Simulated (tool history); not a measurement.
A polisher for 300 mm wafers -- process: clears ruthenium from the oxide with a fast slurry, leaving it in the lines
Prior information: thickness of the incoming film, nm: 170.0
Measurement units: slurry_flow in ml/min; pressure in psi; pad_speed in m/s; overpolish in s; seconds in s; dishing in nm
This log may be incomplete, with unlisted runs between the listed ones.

| run | hour | slurry_flow | pressure | pad_speed | slurry_solids | overpolish | seconds | dishing |
|---|---|---|---|---|---|---|---|---|
| 1 | 0 | 185 | 3.4 | 0.78 | 1 | 17 | 50.652 | 35.956 |
| 2 | 1.7 | 190 | 3.6 | 0.78 | 1 | 17 | 48.325 | 38.218 |
| 3 | 10.1 | 195 | 3.8 | 0.78 | 1 | 16 | 46.757 | 37.961 |
| 4 | 16.5 | 195 | 3.8 | 0.78 | 1.1 | 16 | 43.055 | 40.043 |
| 5 | 18.5 | 195 | 3.8 | 0.66 | 1.1 | 16 | 51.374 | 35.719 |
| 6 | 26.8 | 195 | 4 | 0.68 | 1.1 | 16 | 47.89 | 36.892 |
| 7 | 34.6 | 195 | 4 | 0.68 | 1.1 | 16 | 48.135 | 37.775 |
| 8 | 36.4 | 200 | 4.2 | 0.7 | 1.1 | 16 | 45.006 | 38.282 |

The next listed run, before its measurement:
| 9 | 42 | 200 | 4.4 | 0.72 | 1.1 | 16 | ? | ? |

Run 9 came out at seconds 42.706 s, dishing 40.411 nm.
